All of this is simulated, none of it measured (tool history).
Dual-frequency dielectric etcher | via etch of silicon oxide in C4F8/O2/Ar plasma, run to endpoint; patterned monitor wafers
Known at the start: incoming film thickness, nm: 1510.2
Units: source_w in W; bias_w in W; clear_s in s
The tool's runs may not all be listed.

{"run": 1, "hour": 0.0, "source_w": 1630, "bias_w": 2788, "clear_s": 323.22}
{"run": 2, "hour": 4.7, "source_w": 1480, "bias_w": 2788, "clear_s": 340.92}
{"run": 3, "hour": 8.4, "source_w": 1480, "bias_w": 2999, "clear_s": 320.45}
{"run": 4, "hour": 11.4, "source_w": 1230, "bias_w": 2999, "clear_s": 360.1}
{"run": 5, "hour": 19.8, "source_w": 1450, "bias_w": 2999, "clear_s": 328.7}
{"run": 6, "hour": 28.8, "source_w": 1450, "bias_w": 2770, "clear_s": 345.66}

Run 7 comes next. What will it give?
{"run": 7, "hour": 32.3, "source_w": 1780, "bias_w": 3328, "clear_s": "?"}

{"run 7": {"clear_s": 278.02}}
